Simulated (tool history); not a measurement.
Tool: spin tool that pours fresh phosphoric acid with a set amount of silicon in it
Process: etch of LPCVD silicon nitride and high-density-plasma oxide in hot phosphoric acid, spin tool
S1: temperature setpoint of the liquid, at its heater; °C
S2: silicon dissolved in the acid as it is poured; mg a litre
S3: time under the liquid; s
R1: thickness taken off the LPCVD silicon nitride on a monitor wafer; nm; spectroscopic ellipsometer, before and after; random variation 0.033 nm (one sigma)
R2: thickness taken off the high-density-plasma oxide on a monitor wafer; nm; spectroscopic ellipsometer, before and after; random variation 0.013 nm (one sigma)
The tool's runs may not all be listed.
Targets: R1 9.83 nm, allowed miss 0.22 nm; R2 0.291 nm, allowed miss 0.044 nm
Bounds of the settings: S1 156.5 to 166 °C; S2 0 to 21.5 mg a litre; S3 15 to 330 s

| run | hour | S1 | S2 | S3 | R1 | R2 |
|---|---|---|---|---|---|---|
| 1 | 0 | 161 | 9.5 | 170 | 14.899 | 0.36562 |
| 2 | 1.5 | 159 | 9.5 | 170 | 13.953 | 0.30687 |
| 3 | 4.4 | 159 | 13.5 | 170 | 13.905 | 0.30816 |
| 4 | 12.2 | 157 | 13.5 | 170 | 12.78 | 0.2624 |
| 5 | 14 | 158 | 9 | 150 | 11.835 | 0.27545 |
| 6 | 15.4 | 158 | 9 | 200 | 15.746 | 0.35339 |
| 7 | 17.6 | 158 | 6 | 170 | 13.49 | 0.33304 |
| 8 | 24.3 | 158 | 4 | 150 | 11.849 | 0.30179 |
| 9 | 27.3 | 158 | 2.5 | 140 | 11.045 | 0.27346 |
| 10 | 29.2 | 158 | 1.5 | 135 | 10.654 | 0.25567 |
| 11 | 32 | 158 | 1 | 130 | 10.205 | 0.26973 |

5 next moves are on the table. One of them brings every result within its allowed miss. Which?
| A | 34.8 | 156.5 | 15.5 | 135 | ? | ? |
| B | 34.8 | 157 | 0 | 145 | ? | ? |
| C | 34.8 | 161.5 | 0 | 105 | ? | ? |
| D | 34.8 | 160 | 0 | 115 | ? | ? |
| E | 34.8 | 160.5 | 0 | 110 | ? | ? |

| move | R1 | R2 |
|---|---|---|
| A | 9.8201 | 0.19285 |
| B | 10.831 | 0.29654 |
| C | 9.3415 | 0.29464 |
| D | 9.7223 | 0.28835 |
| E | 9.4595 | 0.28638 |
A: brings the result that was furthest off to its target, and leaves another outside
B: further off than the last run
C: takes the result that was furthest off past its target
D: meets every target
E: takes the result that was furthest off past its target
Answer: D

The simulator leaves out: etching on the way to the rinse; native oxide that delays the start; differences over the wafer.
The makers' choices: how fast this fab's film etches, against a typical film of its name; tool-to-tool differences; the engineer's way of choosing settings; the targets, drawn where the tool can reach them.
